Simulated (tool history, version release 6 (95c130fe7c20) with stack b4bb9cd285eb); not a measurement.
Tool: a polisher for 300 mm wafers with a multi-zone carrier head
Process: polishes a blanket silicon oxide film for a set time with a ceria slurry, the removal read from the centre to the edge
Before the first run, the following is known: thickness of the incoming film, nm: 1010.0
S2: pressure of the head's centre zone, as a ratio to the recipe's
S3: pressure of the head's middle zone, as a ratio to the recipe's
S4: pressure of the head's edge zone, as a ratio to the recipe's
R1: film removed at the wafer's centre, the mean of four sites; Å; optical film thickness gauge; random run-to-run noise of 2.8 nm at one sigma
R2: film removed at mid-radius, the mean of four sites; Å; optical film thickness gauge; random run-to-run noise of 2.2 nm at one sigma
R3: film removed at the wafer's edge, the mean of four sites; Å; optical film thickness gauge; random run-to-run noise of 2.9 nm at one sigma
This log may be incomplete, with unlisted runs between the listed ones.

Run 1, hour 0.0: flow of slurry (ml/min) 230, S2 1.00, S3 1.00, S4 1.00, polishing time (s) 55. Result: R1 3736.5 Å, R2 3791.1 Å, R3 3836.4 Å.
Run 2, hour 1.5: flow of slurry (ml/min) 230, S2 0.93, S3 1.00, S4 1.00, polishing time (s) 55. Result: R1 3566.9 Å, R2 3797.6 Å, R3 3841.0 Å.
Run 3, hour 8.3: flow of slurry (ml/min) 230, S2 0.93, S3 1.07, S4 1.00, polishing time (s) 55. Result: R1 3461.8 Å, R2 4009.6 Å, R3 3845.1 Å.
Run 4, hour 9.8: flow of slurry (ml/min) 225, S2 0.92, S3 1.06, S4 0.97, polishing time (s) 52. Result: R1 3312.2 Å, R2 3765.0 Å, R3 3564.9 Å.
Run 5, hour 12.5: flow of slurry (ml/min) 220, S2 0.90, S3 1.06, S4 0.96, polishing time (s) 50. Result: R1 3031.6 Å, R2 3644.9 Å, R3 3395.8 Å.
Run 6, hour 14.8: flow of slurry (ml/min) 215, S2 0.89, S3 1.04, S4 0.93, polishing time (s) 49. Result: R1 3003.3 Å, R2 3498.4 Å, R3 3256.3 Å.
Run 7, hour 18.6: flow of slurry (ml/min) 210, S2 0.88, S3 1.03, S4 0.91, polishing time (s) 48. Result: R1 2939.0 Å, R2 3348.3 Å, R3 3170.3 Å.

Forecast run 8:
Run 8, hour 27.1: flow of slurry (ml/min) 195, S2 0.83, S3 1.05, S4 0.82, polishing time (s) 42. Result: R1 ?, R2 ?, R3 ?.

{"run 8": {"R1": 2347.7, "R2": 2955.3, "R3": 2591.5}}
